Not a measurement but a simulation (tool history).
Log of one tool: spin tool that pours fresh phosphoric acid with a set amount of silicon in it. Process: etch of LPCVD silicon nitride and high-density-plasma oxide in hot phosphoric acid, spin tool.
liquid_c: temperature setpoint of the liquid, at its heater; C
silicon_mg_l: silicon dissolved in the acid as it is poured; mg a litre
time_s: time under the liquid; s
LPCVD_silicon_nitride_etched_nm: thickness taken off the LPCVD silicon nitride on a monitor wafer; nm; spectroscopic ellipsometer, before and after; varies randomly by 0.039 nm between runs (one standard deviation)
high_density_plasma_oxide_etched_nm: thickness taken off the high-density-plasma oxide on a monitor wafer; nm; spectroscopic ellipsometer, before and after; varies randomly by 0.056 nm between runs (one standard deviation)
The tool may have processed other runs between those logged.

run	day	liquid_c	silicon_mg_l	time_s	LPCVD_silicon_nitride_etched_nm	high_density_plasma_oxide_etched_nm
1	0	164	24.5	65	6.7179	0.23558
2	0.083	162	24.5	65	6.2943	0.17099
3	0.125	160	24.5	65	5.9129	0.17222
4	0.404	160	24.5	75	6.7939	0.12098
5	0.479	160	13	75	6.7459	0.30123
6	0.654	160	13	60	5.4231	0.20138
7	0.879	161	15.5	65	6.0763	0.24889
8	1.012	162	17.5	70	6.7949	0.22587
9	1.325	163	17	75	7.5021	0.29834
10	1.542	163.5	18	80	8.1209	0.31614
11	1.804	164	19	85	8.7948	0.31783

Run 12, settings as shown, results not yet in. Your forecast:
12	2.033	164.5	19.5	85	?	?

Logged for run 12: LPCVD_silicon_nitride_etched_nm 8.9319 nm, high_density_plasma_oxide_etched_nm 0.33923 nm.

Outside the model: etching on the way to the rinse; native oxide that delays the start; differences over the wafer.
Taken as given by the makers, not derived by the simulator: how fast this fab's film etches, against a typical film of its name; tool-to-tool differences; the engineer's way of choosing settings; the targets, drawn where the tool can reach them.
